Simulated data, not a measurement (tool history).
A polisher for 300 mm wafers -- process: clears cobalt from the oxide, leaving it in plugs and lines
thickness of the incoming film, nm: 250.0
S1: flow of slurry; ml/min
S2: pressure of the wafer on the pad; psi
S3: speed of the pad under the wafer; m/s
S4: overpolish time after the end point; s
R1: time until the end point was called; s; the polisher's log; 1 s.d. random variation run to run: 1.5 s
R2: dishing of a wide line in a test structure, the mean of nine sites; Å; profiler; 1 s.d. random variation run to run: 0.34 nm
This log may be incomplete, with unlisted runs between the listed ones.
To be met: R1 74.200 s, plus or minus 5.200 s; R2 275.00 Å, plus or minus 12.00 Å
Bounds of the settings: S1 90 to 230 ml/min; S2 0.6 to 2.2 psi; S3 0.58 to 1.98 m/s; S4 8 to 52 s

run 1 hour=0.0 | S1=150 S2=1.4 S3=1.28 S4=26 | R1=52.374 R2=396.88
run 2 hour=2.1 | S1=140 S2=1.3 S3=1.26 S4=21 | R1=56.612 R2=372.56
run 3 hour=4.8 | S1=125 S2=1.1 S3=1.32 S4=17 | R1=67.892 R2=334.09
run 4 hour=8.9 | S1=125 S2=1.1 S3=1.32 S4=10 | R1=66.569 R2=252.70
run 5 hour=12.7 | S1=125 S2=1.1 S3=1.32 S4=11 | R1=63.993 R2=265.54
run 6 hour=19.6 | S1=125 S2=1.1 S3=1.44 S4=11 | R1=60.051 R2=280.15
run 7 hour=25.6 | S1=125 S2=1.0 S3=1.44 S4=11 | R1=66.046 R2=266.97
run 8 hour=28.2 | S1=125 S2=1.0 S3=1.44 S4=12 | R1=67.475 R2=283.73
run 9 hour=31.3 | S1=125 S2=1.0 S3=1.42 S4=12 | R1=66.362 R2=278.27
run 10 hour=40.3 | S1=120 S2=0.9 S3=1.42 S4=12 | R1=74.150 R2=260.27

Pick the move, out of 4, that brings all results within their allowed miss; only one does.
run A hour=49.3 | S1=170 S2=0.6 S3=1.60 S4=16 | R1=? R2=?
run B hour=49.3 | S1=100 S2=0.9 S3=1.48 S4=13 | R1=? R2=?
run C hour=49.3 | S1=170 S2=0.7 S3=1.46 S4=15 | R1=? R2=?
run D hour=49.3 | S1=125 S2=0.7 S3=1.46 S4=16 | R1=? R2=?

move=A R1=91.643 R2=276.68
move=B R1=75.953 R2=272.59
move=C R1=86.718 R2=275.03
move=D R1=92.093 R2=275.71
A: puts the biggest miss on target and leaves a different result outside tolerance
B: every result within its allowed miss
C: puts the biggest miss on target and leaves a different result outside tolerance
D: puts the biggest miss on target and leaves a different result outside tolerance
B meets every target.

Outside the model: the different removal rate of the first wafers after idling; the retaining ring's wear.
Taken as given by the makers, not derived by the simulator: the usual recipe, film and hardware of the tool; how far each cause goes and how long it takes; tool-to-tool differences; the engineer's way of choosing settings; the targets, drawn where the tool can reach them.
